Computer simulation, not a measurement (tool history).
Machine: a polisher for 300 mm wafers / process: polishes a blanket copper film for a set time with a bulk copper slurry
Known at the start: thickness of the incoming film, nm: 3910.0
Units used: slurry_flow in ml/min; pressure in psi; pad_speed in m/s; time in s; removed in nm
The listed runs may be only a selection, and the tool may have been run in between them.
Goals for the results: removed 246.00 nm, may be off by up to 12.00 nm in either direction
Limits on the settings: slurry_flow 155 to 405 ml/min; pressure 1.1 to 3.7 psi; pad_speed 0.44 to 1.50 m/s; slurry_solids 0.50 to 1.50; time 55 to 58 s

run  hour  slurry_flow  pressure  pad_speed  slurry_solids  time  removed
  1   0.0          260       2.4       0.96           1.00    55   411.78
  2   7.5          260       2.2       0.96           1.00    55   368.06
  3   8.6          260       2.1       0.96           1.00    55   351.82
  4  17.4          260       2.1       1.08           1.00    55   385.98
  5  23.1          260       2.0       1.08           1.00    55   381.77
     26.9  -- slurry blender recalibrated
  6  26.9          260       2.0       1.08           0.80    55   380.78
  7  33.0          260       1.9       1.08           0.80    55   375.93
  8  35.1          260       1.8       1.06           0.80    55   346.03
  9  39.8          260       1.7       1.06           0.80    55   338.62
 10  46.4          260       1.7       1.06           0.80    55   340.40
 11  53.6          260       1.1       0.96           0.80    55   224.94

5 candidate next runs follow, results not yet known. Just one meets every target within its allowed miss. Identify it.
  A  60.8          255       1.1       0.82           0.75    55        ?
  B  60.8          285       1.1       0.82           0.80    55        ?
  C  60.8          235       1.1       0.82           0.80    55        ?
  D  60.8          200       1.4       0.56           1.10    55        ?
  E  60.8          265       1.6       0.74           0.65    57        ?

move  removed
   A   198.52
   B   203.27
   C   199.58
   D   194.51
   E   243.96
A: further off than the last run
B: further off than the last run
C: further off than the last run
D: further off than the last run
E: in spec on every target
Correct choice: E, which meets every target
